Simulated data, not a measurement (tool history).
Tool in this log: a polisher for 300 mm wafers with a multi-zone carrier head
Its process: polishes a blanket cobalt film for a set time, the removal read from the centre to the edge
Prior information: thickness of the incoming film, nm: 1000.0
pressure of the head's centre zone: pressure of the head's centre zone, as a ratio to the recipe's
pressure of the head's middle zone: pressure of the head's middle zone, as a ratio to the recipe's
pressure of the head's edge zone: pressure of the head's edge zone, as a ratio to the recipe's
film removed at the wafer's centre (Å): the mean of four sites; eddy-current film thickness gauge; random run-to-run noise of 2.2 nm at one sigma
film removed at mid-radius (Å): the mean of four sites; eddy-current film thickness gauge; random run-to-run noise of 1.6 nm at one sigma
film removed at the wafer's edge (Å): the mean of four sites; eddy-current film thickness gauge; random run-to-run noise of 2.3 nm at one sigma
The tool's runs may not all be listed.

run,hour,flow of slurry (ml/min),pressure of the head's centre zone,pressure of the head's middle zone,pressure of the head's edge zone,polishing time (s),film removed at the wafer's centre (Å),film removed at mid-radius (Å),film removed at the wafer's edge (Å)
1,0,240,1,1,1,46,1554.5,1483.3,1608.6
2,7,240,1.03,1,1,46,1610.9,1517.4,1542.9
3,14.8,185,1.03,1,1,46,1573.2,1467.5,1592.7
4,16.4,180,1.04,1,1.01,47,1589.8,1508.3,1594.4
5,23.7,180,1.04,1,0.96,47,1650.1,1489.1,1567.3
6,29.2,180,1.11,1,0.96,47,1742,1491.4,1569.7
7,31.4,180,1.12,0.99,0.97,48,1755.7,1539.1,1608.2
8,37.2,175,1.13,0.98,0.97,49,1864.2,1537.7,1621.1
9,39.4,245,1.17,1.01,1.07,52,2075.8,1718.1,1803.8
10,45.1,240,1.17,1,1.08,52,2050.8,1690,1843.9
11,52.3,240,1.17,1,1.09,52,2060.5,1710,1868.8
12,58.8,240,1.17,1,1.1,52,2077.3,1739.9,1840.3

Estimate the outcome of run 13 from the log above:
13,60.6,240,1.17,0.99,1.11,52,?,?,?

{"run 13": {"film removed at the wafer's centre (Å)": 2098.3, "film removed at mid-radius (Å)": 1668.3, "film removed at the wafer's edge (Å)": 1870.2}}
